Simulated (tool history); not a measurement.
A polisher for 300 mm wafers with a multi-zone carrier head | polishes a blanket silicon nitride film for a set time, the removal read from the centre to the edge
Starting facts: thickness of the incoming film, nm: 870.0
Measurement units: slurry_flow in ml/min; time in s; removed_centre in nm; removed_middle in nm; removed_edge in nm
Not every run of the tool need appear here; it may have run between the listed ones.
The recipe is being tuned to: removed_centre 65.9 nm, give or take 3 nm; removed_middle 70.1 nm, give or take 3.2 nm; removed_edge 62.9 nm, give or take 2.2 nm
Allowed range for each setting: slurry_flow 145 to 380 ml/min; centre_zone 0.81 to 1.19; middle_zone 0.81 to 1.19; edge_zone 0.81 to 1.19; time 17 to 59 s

{"run": 1, "hour": 0.0, "slurry_flow": 245, "centre_zone": 1, "middle_zone": 1, "edge_zone": 1, "time": 38, "removed_centre": 89.733, "removed_middle": 90.113, "removed_edge": 88.666}
{"run": 2, "hour": 8.6, "slurry_flow": 295, "centre_zone": 1, "middle_zone": 1, "edge_zone": 1, "time": 38, "removed_centre": 89.686, "removed_middle": 93.289, "removed_edge": 93.082}
{"run": 3, "hour": 15.4, "slurry_flow": 295, "centre_zone": 1, "middle_zone": 1, "edge_zone": 1, "time": 47, "removed_centre": 114.93, "removed_middle": 115.87, "removed_edge": 115.07}
{"run": 4, "hour": 17.9, "slurry_flow": 295, "centre_zone": 1, "middle_zone": 0.95, "edge_zone": 1, "time": 47, "removed_centre": 112.37, "removed_middle": 110.38, "removed_edge": 113.82}
{"run": 5, "hour": 23.6, "slurry_flow": 295, "centre_zone": 0.96, "middle_zone": 0.95, "edge_zone": 1, "time": 47, "removed_centre": 110.24, "removed_middle": 110.63, "removed_edge": 113.29}
{"run": 6, "hour": 30.9, "slurry_flow": 295, "centre_zone": 0.96, "middle_zone": 0.95, "edge_zone": 1.08, "time": 47, "removed_centre": 108.42, "removed_middle": 110.58, "removed_edge": 120.17}
{"run": 7, "hour": 39.4, "slurry_flow": 270, "centre_zone": 0.9, "middle_zone": 0.98, "edge_zone": 0.98, "time": 37, "removed_centre": 78.962, "removed_middle": 86.788, "removed_edge": 88.769}
{"run": 8, "hour": 46.1, "slurry_flow": 260, "centre_zone": 0.91, "middle_zone": 0.98, "edge_zone": 0.96, "time": 36, "removed_centre": 77.206, "removed_middle": 84.825, "removed_edge": 84.201}
{"run": 9, "hour": 47.1, "slurry_flow": 250, "centre_zone": 0.91, "middle_zone": 0.98, "edge_zone": 0.94, "time": 35, "removed_centre": 75.551, "removed_middle": 83.057, "removed_edge": 79.712}
{"run": 10, "hour": 55.0, "slurry_flow": 245, "centre_zone": 0.9, "middle_zone": 0.97, "edge_zone": 0.92, "time": 35, "removed_centre": 72.56, "removed_middle": 82.65, "removed_edge": 81.069}
{"run": 11, "hour": 59.6, "slurry_flow": 240, "centre_zone": 0.92, "middle_zone": 0.97, "edge_zone": 0.91, "time": 34, "removed_centre": 73.56, "removed_middle": 77.488, "removed_edge": 77.464}
{"run": 12, "hour": 68.0, "slurry_flow": 235, "centre_zone": 0.92, "middle_zone": 0.98, "edge_zone": 0.9, "time": 33, "removed_centre": 70.121, "removed_middle": 74.686, "removed_edge": 73.372}
{"run": 13, "hour": 69.4, "slurry_flow": 230, "centre_zone": 0.92, "middle_zone": 0.99, "edge_zone": 0.89, "time": 33, "removed_centre": 69.099, "removed_middle": 75.956, "removed_edge": 73.551}
{"run": 14, "hour": 78.0, "slurry_flow": 225, "centre_zone": 0.93, "middle_zone": 1, "edge_zone": 0.88, "time": 33, "removed_centre": 71.155, "removed_middle": 78.589, "removed_edge": 73.426}
{"run": 15, "hour": 85.9, "slurry_flow": 220, "centre_zone": 0.94, "middle_zone": 1, "edge_zone": 0.87, "time": 32, "removed_centre": 69.429, "removed_middle": 73.07, "removed_edge": 71.028}
{"run": 16, "hour": 88.2, "slurry_flow": 215, "centre_zone": 0.95, "middle_zone": 1.01, "edge_zone": 0.86, "time": 32, "removed_centre": 70.327, "removed_middle": 72.972, "removed_edge": 69.827}
{"run": 17, "hour": 92.6, "slurry_flow": 210, "centre_zone": 0.95, "middle_zone": 1.02, "edge_zone": 0.85, "time": 32, "removed_centre": 68.001, "removed_middle": 75.765, "removed_edge": 69.362}

Pick the move, out of 5, that brings all results within their allowed miss; only one does.
{"run": "A", "hour": 97.0, "slurry_flow": 220, "centre_zone": 0.88, "middle_zone": 1.08, "edge_zone": 0.82, "time": 34, "removed_centre": "?", "removed_middle": "?", "removed_edge": "?"}
{"run": "B", "hour": 97.0, "slurry_flow": 285, "centre_zone": 0.95, "middle_zone": 1.06, "edge_zone": 0.94, "time": 31, "removed_centre": "?", "removed_middle": "?", "removed_edge": "?"}
{"run": "C", "hour": 97.0, "slurry_flow": 235, "centre_zone": 0.97, "middle_zone": 0.97, "edge_zone": 0.85, "time": 32, "removed_centre": "?", "removed_middle": "?", "removed_edge": "?"}
{"run": "D", "hour": 97.0, "slurry_flow": 200, "centre_zone": 0.99, "middle_zone": 1.03, "edge_zone": 0.81, "time": 30, "removed_centre": "?", "removed_middle": "?", "removed_edge": "?"}
{"run": "E", "hour": 97.0, "slurry_flow": 240, "centre_zone": 0.93, "middle_zone": 0.84, "edge_zone": 0.98, "time": 32, "removed_centre": "?", "removed_middle": "?", "removed_edge": "?"}

move=A removed_centre=69.667 removed_middle=84.705 removed_edge=72.048
move=B removed_centre=71.794 removed_middle=79.12 removed_edge=71.659
move=C removed_centre=73.199 removed_middle=73.577 removed_edge=69.475
move=D removed_centre=67.842 removed_middle=70.493 removed_edge=62.504
move=E removed_centre=70.365 removed_middle=65.522 removed_edge=74.119
A: the biggest miss grows against the last run
B: the biggest miss grows against the last run
C: just as far off the targets as the last run
D: meets every target
E: the biggest miss grows against the last run
Answer: D
